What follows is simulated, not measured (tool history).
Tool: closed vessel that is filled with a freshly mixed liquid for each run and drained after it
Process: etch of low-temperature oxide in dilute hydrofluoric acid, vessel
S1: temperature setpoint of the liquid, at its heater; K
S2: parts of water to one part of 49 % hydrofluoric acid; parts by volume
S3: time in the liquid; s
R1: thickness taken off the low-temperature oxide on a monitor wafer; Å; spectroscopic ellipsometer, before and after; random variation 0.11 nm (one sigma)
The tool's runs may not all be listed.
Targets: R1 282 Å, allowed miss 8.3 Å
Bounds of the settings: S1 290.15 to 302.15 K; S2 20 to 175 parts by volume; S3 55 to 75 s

run  hour      S1  S2  S3      R1
  1     0  294.15  95  75  184.26
  2   6.5  294.15  95  75  183.23
  3  12.7  294.15  95  75  183.69
  4  15.9  290.65  95  75  160.81
  5  20.6  293.65  90  75  191.47
  6  23.9  295.65  90  75  206.67
  7  32.3  297.15  90  75  221.37
  8  33.1  298.15  90  75  229.71

Which of these 5 next moves meets every target?
  A  33.9  294.65  75  75   ?
  B  33.9  296.65  95  65   ?
  C  33.9  301.65  60  55   ?
  D  33.9  300.15  75  70   ?
  E  33.9  295.15  75  75   ?

move      R1
   A  244.24
   B  176.89
   C  302.75
   D  284.48
   E  249.31
A: nearer than the last run, and not there yet
B: further off than the last run
C: takes the result that was furthest off past its target
D: meets every target
E: nearer than the last run, and not there yet
Answer: D

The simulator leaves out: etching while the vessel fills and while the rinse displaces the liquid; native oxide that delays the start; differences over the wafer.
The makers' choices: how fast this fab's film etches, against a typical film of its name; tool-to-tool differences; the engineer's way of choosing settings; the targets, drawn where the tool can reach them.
